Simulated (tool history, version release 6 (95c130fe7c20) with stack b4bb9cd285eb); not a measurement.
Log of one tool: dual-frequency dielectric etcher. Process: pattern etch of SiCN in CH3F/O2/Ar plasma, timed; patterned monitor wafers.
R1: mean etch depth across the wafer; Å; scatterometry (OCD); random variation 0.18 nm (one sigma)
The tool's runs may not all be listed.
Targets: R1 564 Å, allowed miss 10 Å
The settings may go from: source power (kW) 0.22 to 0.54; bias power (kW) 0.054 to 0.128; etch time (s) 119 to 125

{"run": 1, "hour": 0.0, "source power (kW)": 0.38, "bias power (kW)": 0.091, "etch time (s)": 119, "R1": 459.69}
{"run": 2, "hour": 3.6, "source power (kW)": 0.35, "bias power (kW)": 0.091, "etch time (s)": 119, "R1": 444.48}
{"run": 3, "hour": 7.7, "source power (kW)": 0.39, "bias power (kW)": 0.094, "etch time (s)": 119, "R1": 471.63}
{"run": 4, "hour": 9.7, "source power (kW)": 0.39, "bias power (kW)": 0.102, "etch time (s)": 119, "R1": 487.39}
{"run": 5, "hour": 12.0, "source power (kW)": 0.36, "bias power (kW)": 0.102, "etch time (s)": 119, "R1": 471.92}
{"run": 6, "hour": 13.5, "source power (kW)": 0.36, "bias power (kW)": 0.102, "etch time (s)": 125, "R1": 491.63}
{"run": 7, "hour": 18.5, "source power (kW)": 0.38, "bias power (kW)": 0.103, "etch time (s)": 125, "R1": 505.76}
{"run": 8, "hour": 23.9, "source power (kW)": 0.4, "bias power (kW)": 0.104, "etch time (s)": 125, "R1": 520.87}
{"run": 9, "hour": 25.2, "source power (kW)": 0.41, "bias power (kW)": 0.104, "etch time (s)": 125, "R1": 524.81}
{"run": 10, "hour": 26.2, "source power (kW)": 0.42, "bias power (kW)": 0.105, "etch time (s)": 125, "R1": 531.28}
{"run": 11, "hour": 30.0, "source power (kW)": 0.43, "bias power (kW)": 0.105, "etch time (s)": 125, "R1": 534.01}
{"run": 12, "hour": 38.3, "source power (kW)": 0.44, "bias power (kW)": 0.106, "etch time (s)": 125, "R1": 544.37}
{"run": 13, "hour": 43.2, "source power (kW)": 0.45, "bias power (kW)": 0.106, "etch time (s)": 125, "R1": 548.96}

5 next moves are on the table. One of them brings every result within its allowed miss. Which?
{"run": "A", "hour": 48.1, "source power (kW)": 0.48, "bias power (kW)": 0.104, "etch time (s)": 120, "R1": "?"}
{"run": "B", "hour": 48.1, "source power (kW)": 0.44, "bias power (kW)": 0.118, "etch time (s)": 125, "R1": "?"}
{"run": "C", "hour": 48.1, "source power (kW)": 0.46, "bias power (kW)": 0.104, "etch time (s)": 124.5, "R1": "?"}
{"run": "D", "hour": 48.1, "source power (kW)": 0.45, "bias power (kW)": 0.121, "etch time (s)": 119, "R1": "?"}
{"run": "E", "hour": 48.1, "source power (kW)": 0.51, "bias power (kW)": 0.096, "etch time (s)": 120, "R1": "?"}

move=A R1=541.45
move=B R1=569.47
move=C R1=551.86
move=D R1=552.34
move=E R1=539.79
A: further off than the last run
B: meets every target
C: nearer than the last run, and not there yet
D: nearer than the last run, and not there yet
E: further off than the last run
Answer: B
